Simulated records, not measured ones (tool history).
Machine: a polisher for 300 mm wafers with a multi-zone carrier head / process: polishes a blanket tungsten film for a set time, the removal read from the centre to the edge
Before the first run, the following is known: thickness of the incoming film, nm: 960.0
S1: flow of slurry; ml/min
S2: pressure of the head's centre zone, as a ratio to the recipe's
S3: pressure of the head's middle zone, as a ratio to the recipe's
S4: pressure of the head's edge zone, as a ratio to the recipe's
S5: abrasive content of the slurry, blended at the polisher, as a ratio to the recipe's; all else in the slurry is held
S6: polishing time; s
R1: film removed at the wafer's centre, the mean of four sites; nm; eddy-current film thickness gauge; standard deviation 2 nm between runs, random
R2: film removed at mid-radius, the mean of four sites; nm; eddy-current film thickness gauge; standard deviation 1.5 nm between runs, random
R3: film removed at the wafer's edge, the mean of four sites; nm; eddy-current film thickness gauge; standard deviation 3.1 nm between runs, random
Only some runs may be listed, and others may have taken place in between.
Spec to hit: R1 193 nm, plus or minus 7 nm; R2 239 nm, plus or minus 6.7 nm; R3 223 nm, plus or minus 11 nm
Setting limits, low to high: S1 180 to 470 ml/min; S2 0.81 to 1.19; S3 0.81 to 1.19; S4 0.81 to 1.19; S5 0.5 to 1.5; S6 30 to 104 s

run	hour	S1	S2	S3	S4	S5	S6	R1	R2	R3
1	0	300	1	1	1	1	67	310.39	306.7	321.15
2	4.9	295	0.96	1.01	0.97	0.85	64	269.74	288.41	286.6
3	6.2	290	0.93	0.99	0.94	0.75	63	254.44	263.07	273.07
4	7.8	290	0.96	0.99	0.94	0.75	63	263.89	268.4	267.64
5	13.2	285	0.92	1.01	0.92	0.7	62	242.7	259.74	262.71
6	18.2	285	0.9	1.03	0.9	0.65	60	225.46	252.32	248.51
7	22.4	285	0.9	1.03	0.9	0.65	60	229.47	251.39	251.44
8	25.6	285	0.88	1.05	0.88	0.6	59	213.47	245.19	242.08
9	34.5	285	0.87	1.07	0.86	0.55	59	203.05	244.39	229.1
10	40.6	280	0.86	1.07	0.85	0.55	59	206.87	243.88	218.15
11	46.4	280	0.86	1.07	0.85	0.55	59	203.27	244.73	223.34
12	51.5	275	0.85	1.07	0.85	0.55	59	203.65	243.45	224.05

Below are 5 possible settings for the next run. Only one of them brings all results inside the allowed miss of their targets. Which is it?
A	56.6	250	0.88	1.02	0.81	0.55	60	?	?	?
B	56.6	285	0.84	1.07	0.84	0.6	61	?	?	?
C	56.6	285	0.86	1.03	0.83	0.5	63	?	?	?
D	56.6	230	0.9	0.96	0.83	0.5	61	?	?	?
E	56.6	325	0.84	1.1	0.89	0.5	57	?	?	?

move	R1	R2	R3
A	208.72	236.63	223.13
B	210.27	257.4	237.85
C	213.37	248.75	234.59
D	209.66	223.75	222.6
E	191.48	238.38	221.17
A: its largest miss is bigger than the last run's
B: its largest miss is bigger than the last run's
C: its largest miss is bigger than the last run's
D: its largest miss is bigger than the last run's
E: in spec on every target
Go with E: it meets all targets.
